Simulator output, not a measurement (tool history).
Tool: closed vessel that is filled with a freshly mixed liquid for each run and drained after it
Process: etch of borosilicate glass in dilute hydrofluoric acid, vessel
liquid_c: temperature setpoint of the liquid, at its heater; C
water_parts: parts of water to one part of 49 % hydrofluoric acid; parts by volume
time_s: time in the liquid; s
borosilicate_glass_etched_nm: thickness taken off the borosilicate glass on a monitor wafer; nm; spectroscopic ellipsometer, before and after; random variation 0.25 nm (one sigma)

run  hour  liquid_c  water_parts  time_s  borosilicate_glass_etched_nm
  1     0        24           60     200                        92.274
  2   8.6        24           60     215                        100.22
  3  16.5        23           65     215                        87.788
  4  20.6      25.5           65     215                        96.781
  5  28.3      25.5           50     215                        129.69
  6    31        24           55     215                        109.62

Forecast run 7:
  7  37.8        20           80     215                             ?

borosilicate_glass_etched_nm: 61.956 nm
